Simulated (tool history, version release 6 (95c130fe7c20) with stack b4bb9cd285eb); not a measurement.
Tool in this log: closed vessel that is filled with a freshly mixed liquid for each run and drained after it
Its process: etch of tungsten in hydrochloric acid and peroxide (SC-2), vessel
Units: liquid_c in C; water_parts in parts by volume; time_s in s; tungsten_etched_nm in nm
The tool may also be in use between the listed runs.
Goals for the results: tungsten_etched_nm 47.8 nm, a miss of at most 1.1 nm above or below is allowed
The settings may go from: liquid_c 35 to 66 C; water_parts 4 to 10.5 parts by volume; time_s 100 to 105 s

run 1 hour=0 | liquid_c=50 water_parts=5.5 time_s=100 | tungsten_etched_nm=34.336
run 2 hour=3.5 | liquid_c=50 water_parts=5.5 time_s=100 | tungsten_etched_nm=33.779
run 3 hour=9.2 | liquid_c=50.5 water_parts=5.5 time_s=100 | tungsten_etched_nm=35.314
run 4 hour=10 | liquid_c=50.5 water_parts=5.5 time_s=100 | tungsten_etched_nm=35.155
run 5 hour=16.9 | liquid_c=51 water_parts=5.5 time_s=100 | tungsten_etched_nm=36.027
run 6 hour=18.5 | liquid_c=51 water_parts=5.5 time_s=105 | tungsten_etched_nm=37.829
run 7 hour=27.8 | liquid_c=51.5 water_parts=5.5 time_s=105 | tungsten_etched_nm=39.317
run 8 hour=36 | liquid_c=52 water_parts=5.5 time_s=105 | tungsten_etched_nm=41.016
run 9 hour=42.2 | liquid_c=52 water_parts=5.5 time_s=105 | tungsten_etched_nm=40.883
run 10 hour=43.5 | liquid_c=52.5 water_parts=5.5 time_s=105 | tungsten_etched_nm=42.493
run 11 hour=50.1 | liquid_c=53 water_parts=5.5 time_s=105 | tungsten_etched_nm=43.338
run 12 hour=54.5 | liquid_c=55 water_parts=5.5 time_s=105 | tungsten_etched_nm=49.897

Of the 4 settings listed for the next run, only one would bring every result within its allowed miss of target. Which one?
run A hour=58.9 | liquid_c=52.5 water_parts=5 time_s=105 | tungsten_etched_nm=?
run B hour=58.9 | liquid_c=53 water_parts=4.5 time_s=100 | tungsten_etched_nm=?
run C hour=58.9 | liquid_c=56.5 water_parts=5.5 time_s=105 | tungsten_etched_nm=?
run D hour=58.9 | liquid_c=52 water_parts=4.5 time_s=100 | tungsten_etched_nm=?

move=A tungsten_etched_nm=45.08
move=B tungsten_etched_nm=47.806
move=C tungsten_etched_nm=54.507
move=D tungsten_etched_nm=44.768
A: takes the biggest miss from the last run beyond its target
B: all results in spec
C: its largest miss is bigger than the last run's
D: takes the biggest miss from the last run beyond its target
B is the move that brings every result within its allowed miss.
